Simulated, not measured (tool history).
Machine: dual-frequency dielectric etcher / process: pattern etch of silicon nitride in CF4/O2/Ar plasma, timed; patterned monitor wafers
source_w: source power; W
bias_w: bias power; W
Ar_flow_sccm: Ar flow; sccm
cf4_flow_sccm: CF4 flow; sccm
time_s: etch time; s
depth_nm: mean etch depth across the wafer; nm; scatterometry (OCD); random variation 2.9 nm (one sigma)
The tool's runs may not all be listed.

run    day  source_w  bias_w  Ar_flow_sccm  cf4_flow_sccm  time_s  depth_nm
  1  0.000       700      43           109            132   469.0   1088.90
  2  0.088       700      43           109            132   489.5   1140.50
  3  0.250       630      43           109            132   489.5   1049.60
  4  0.621       630      43           128            132   489.5   1030.40
  5  0.696       580      43           128            132   489.5    967.92
  6  1.067       630      43           128            132   489.5   1024.70
  7  1.175       580      43           128            132   489.5    961.96
  8  1.458       550      43           128            132   489.5    926.84
  9  1.812       520      43           128            132   489.5    885.61
 10  2.079       500      43           128            132   489.5    852.41

The next listed run, before its measurement:
 11  2.375       460      43           128            132   489.5         ?

Run 11 came out at depth_nm 796.46 nm.

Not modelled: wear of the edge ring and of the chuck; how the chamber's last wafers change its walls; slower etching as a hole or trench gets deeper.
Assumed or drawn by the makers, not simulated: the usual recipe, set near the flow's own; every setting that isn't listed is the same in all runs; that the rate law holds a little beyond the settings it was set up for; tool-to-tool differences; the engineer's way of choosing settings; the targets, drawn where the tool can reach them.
